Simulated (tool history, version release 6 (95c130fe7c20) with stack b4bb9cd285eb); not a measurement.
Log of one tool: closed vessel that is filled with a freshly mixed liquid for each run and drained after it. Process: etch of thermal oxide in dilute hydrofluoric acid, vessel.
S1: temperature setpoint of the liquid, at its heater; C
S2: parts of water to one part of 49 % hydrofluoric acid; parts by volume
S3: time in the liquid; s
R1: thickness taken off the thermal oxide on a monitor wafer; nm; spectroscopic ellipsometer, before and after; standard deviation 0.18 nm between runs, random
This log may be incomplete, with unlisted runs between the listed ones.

run 1 hour=0.0 | S1=21.0 S2=90 S3=435 | R1=20.515
run 2 hour=3.6 | S1=21.0 S2=90 S3=435 | R1=20.165
run 3 hour=8.6 | S1=21.5 S2=90 S3=435 | R1=21.121
run 4 hour=13.7 | S1=22.0 S2=90 S3=435 | R1=21.191
run 5 hour=14.6 | S1=22.0 S2=75 S3=435 | R1=26.164
run 6 hour=22.6 | S1=21.5 S2=75 S3=435 | R1=25.672
run 7 hour=26.8 | S1=21.5 S2=75 S3=435 | R1=25.428

What will run 8 give?
run 8 hour=29.6 | S1=21.0 S2=75 S3=435 | R1=?

Run 8 came out at R1 25.161 nm.

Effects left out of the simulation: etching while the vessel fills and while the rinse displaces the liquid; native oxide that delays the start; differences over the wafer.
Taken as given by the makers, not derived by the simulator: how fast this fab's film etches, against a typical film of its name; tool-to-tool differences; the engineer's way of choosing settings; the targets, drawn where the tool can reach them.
